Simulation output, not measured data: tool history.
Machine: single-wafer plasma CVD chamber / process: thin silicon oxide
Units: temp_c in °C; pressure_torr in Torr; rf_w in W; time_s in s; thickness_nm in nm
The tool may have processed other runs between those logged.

| run | hour | temp_c | pressure_torr | rf_w | time_s | thickness_nm |
|---|---|---|---|---|---|---|
| 1 | 0 | 385 | 0.604 | 245 | 5.83 | 7.7821 |
| 2 | 7.2 | 385 | 0.582 | 245 | 5.83 | 7.4925 |
| 3 | 13.4 | 385 | 0.492 | 245 | 5.83 | 6.5481 |
| 4 | 15 | 385 | 0.485 | 245 | 5.83 | 6.4861 |
| 5 | 22.3 | 385 | 0.562 | 245 | 5.83 | 7.2306 |
| 6 | 24.6 | 385 | 0.544 | 245 | 5.83 | 7.11 |

Forecast run 7:
| 7 | 31.4 | 385 | 0.441 | 245 | 5.83 | ? |

Run 7 measured thickness_nm 5.966 nm.

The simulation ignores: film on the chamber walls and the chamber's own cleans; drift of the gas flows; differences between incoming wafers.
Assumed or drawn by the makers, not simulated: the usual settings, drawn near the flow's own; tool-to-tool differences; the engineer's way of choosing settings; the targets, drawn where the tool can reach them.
